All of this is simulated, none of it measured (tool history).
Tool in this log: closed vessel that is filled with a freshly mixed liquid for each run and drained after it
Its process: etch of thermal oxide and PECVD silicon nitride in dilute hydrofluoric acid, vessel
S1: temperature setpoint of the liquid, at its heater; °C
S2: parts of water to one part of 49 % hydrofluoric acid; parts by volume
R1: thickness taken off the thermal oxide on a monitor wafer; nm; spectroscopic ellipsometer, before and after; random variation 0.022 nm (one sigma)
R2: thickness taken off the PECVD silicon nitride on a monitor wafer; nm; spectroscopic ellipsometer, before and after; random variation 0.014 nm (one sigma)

Run 1, day 0: S1 20 °C, S2 150 parts by volume, time in the liquid (s) 385. Result: R1 9.4973 nm, R2 11.483 nm.
Run 2, day 0.258: S1 20 °C, S2 150 parts by volume, time in the liquid (s) 460. Result: R1 11.224 nm, R2 13.677 nm.
Run 3, day 0.488: S1 20 °C, S2 175 parts by volume, time in the liquid (s) 460. Result: R1 9.353 nm, R2 11.774 nm.
Run 4, day 0.717: S1 17 °C, S2 175 parts by volume, time in the liquid (s) 460. Result: R1 8.4005 nm, R2 9.6132 nm.
Run 5, day 0.929: S1 20.5 °C, S2 175 parts by volume, time in the liquid (s) 460. Result: R1 9.528 nm, R2 12.06 nm.
Run 6, day 1.196: S1 23 °C, S2 175 parts by volume, time in the liquid (s) 460. Result: R1 10.553 nm, R2 14.337 nm.
Run 7, day 1.362: S1 23 °C, S2 175 parts by volume, time in the liquid (s) 460. Result: R1 10.483 nm, R2 14.177 nm.

Run 8 is up next; what results do you expect?
Run 8, day 1.488: S1 22 °C, S2 195 parts by volume, time in the liquid (s) 425. Result: R1 ?, R2 ?.

For run 8 the tool returned R1 8.2621 nm, R2 11.107 nm.
